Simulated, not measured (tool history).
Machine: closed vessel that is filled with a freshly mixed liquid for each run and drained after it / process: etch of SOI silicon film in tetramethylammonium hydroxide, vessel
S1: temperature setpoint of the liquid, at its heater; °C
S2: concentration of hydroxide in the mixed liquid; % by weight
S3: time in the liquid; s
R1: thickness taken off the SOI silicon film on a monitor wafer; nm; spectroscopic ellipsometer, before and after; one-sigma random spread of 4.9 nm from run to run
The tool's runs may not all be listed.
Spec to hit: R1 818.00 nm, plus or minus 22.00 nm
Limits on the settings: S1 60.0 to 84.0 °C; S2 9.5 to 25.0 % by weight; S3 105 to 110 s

run  hour    S1    S2   S3      R1
  1   0.0  73.0  18.5  105  639.36
  2   1.7  74.0  18.5  105  671.10
  3   7.8  68.5  18.5  105  497.97
  4   9.5  70.5  18.5  105  557.55
  5  16.2  72.0  18.5  105  607.84
  6  20.4  72.0  18.5  110  633.61
  7  26.7  73.0  18.5  110  666.96
  8  30.8  74.0  18.5  110  713.72

Exercise: of the 5 proposed moves below, exactly one satisfies all targets within the stated allowed misses. Which move is it?
  A  34.9  75.5  19.0  110   ?
  B  34.9  78.0  19.5  110   ?
  C  34.9  74.5  20.5  105   ?
  D  34.9  73.0  11.5  105   ?
  E  34.9  76.5  19.0  110   ?

move      R1
   A  759.76
   B  864.88
   C  661.39
   D  776.77
   E  804.09
A: nearer the targets than the last run, but a result is still out of spec
B: moves the result that the last run missed by most past its target, out the other side
C: moves away from the targets compared with the last run
D: nearer the targets than the last run, but a result is still out of spec
E: every result lands within tolerance
E is the move that brings every result within its allowed miss.
